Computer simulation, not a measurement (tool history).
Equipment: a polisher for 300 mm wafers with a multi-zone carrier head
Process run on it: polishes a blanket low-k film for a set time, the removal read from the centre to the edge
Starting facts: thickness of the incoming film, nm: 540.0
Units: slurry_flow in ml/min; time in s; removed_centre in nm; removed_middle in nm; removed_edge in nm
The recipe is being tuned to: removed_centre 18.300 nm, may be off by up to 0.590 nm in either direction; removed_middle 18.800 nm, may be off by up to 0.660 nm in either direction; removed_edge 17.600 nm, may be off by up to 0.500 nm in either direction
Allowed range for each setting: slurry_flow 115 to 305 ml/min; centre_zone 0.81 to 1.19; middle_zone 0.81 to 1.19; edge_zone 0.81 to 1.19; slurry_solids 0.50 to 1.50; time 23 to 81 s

run  hour  slurry_flow  centre_zone  middle_zone  edge_zone  slurry_solids  time  removed_centre  removed_middle  removed_edge
  1   0.0          195         1.00         1.00       1.00           1.00    52          31.520          31.110        31.189
  2   3.2          195         0.97         1.00       1.00           1.00    52          29.883          31.074        30.933
  3  10.4          195         0.97         1.00       1.00           1.00    59          34.535          35.193        34.660
  4  16.6          195         0.97         1.00       1.00           0.85    59          31.013          31.921        31.637
  5  19.5          195         0.97         1.00       0.97           0.80    56          28.110          29.192        27.874
  6  22.4          160         0.97         1.00       0.97           0.80    56          27.014          28.446        27.342
  7  26.6          160         0.97         0.98       0.95           0.75    55          25.345          26.054        25.316
  8  28.0          160         0.97         0.98       0.95           0.75    55          24.939          25.471        25.547
  9  31.7          165         0.97         0.98       0.93           0.70    54          23.511          24.066        23.266
 10  34.6          170         0.96         0.97       0.91           0.65    54          22.132          22.273        21.853
 11  43.3          195         0.93         1.01       0.81           0.50    50          15.067          16.510        14.740
 12  50.9          195         0.94         1.01       0.83           0.50    50          15.468          16.550        14.923
 13  51.6          195         0.95         1.01       0.85           0.50    50          15.860          16.494        15.261
 14  58.2          195         0.95         1.01       0.85           0.50    50          15.968          16.562        15.177
 15  59.2          195         0.95         1.02       0.87           0.50    50          15.675          16.715        15.227
 16  67.9          195         0.96         1.02       0.89           0.50    50          15.659          16.377        15.415
 17  75.7          195         0.96         1.01       0.88           0.50    50          15.531          16.488        15.541
 18  82.3          195         0.96         1.01       0.88           0.50    50          15.900          16.728        15.406
 19  83.6          195         0.97         1.01       0.89           0.50    50          15.893          16.566        15.490

5 candidate next runs follow, results not yet known. Just one meets every target within its allowed miss. Identify it.
  A  84.9          215         1.04         0.98       0.94           0.50    53               ?               ?             ?
  B  84.9          220         1.17         1.08       0.81           0.50    46               ?               ?             ?
  C  84.9          215         1.08         0.99       0.84           0.55    39               ?               ?             ?
  D  84.9          175         0.86         0.81       1.00           0.55    48               ?               ?             ?
  E  84.9          165         0.99         1.02       0.90           0.55    52               ?               ?             ?

move  removed_centre  removed_middle  removed_edge
   A          18.170          17.251        17.055
   B          17.834          16.304        13.921
   C          15.549          14.332        13.393
   D          14.628          14.450        17.371
   E          18.060          18.736        17.770
A: closes in on the targets versus the last run, not all within tolerance yet
B: misses by more than the last run did
C: misses by more than the last run did
D: corrects the largest miss of the last run, while another result sits out of spec
E: meets every target
The right move is E.

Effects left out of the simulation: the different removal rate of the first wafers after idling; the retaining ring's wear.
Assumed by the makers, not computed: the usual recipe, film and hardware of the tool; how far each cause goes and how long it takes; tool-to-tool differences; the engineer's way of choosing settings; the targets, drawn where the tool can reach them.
